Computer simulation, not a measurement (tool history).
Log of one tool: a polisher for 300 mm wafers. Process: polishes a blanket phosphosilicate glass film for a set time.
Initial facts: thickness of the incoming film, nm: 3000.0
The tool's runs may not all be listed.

run,hour,flow of slurry (ml/min),pressure of the wafer on the pad (kPa),speed of the pad under the wafer (m/s),abrasive content of the slurry,polishing time (s),film removed (angstrom)
1,0,230,15.2,1.28,1,82,6200.5
2,6,230,13.8,1.26,1,82,5694.8
3,9.6,230,12.4,1.24,1,82,5039.8
4,16.9,230,11.7,1.24,1,82,4755.4
5,22.6,230,11,1.24,1,82,4527.4
# hour 25.3: head pressure recalibrated
6,25.3,230,10.3,1.24,1,82,4678.5

The next listed run, before its measurement:
7,29.1,230,9.7,1.22,1,82,?

film removed (angstrom): 4255.5
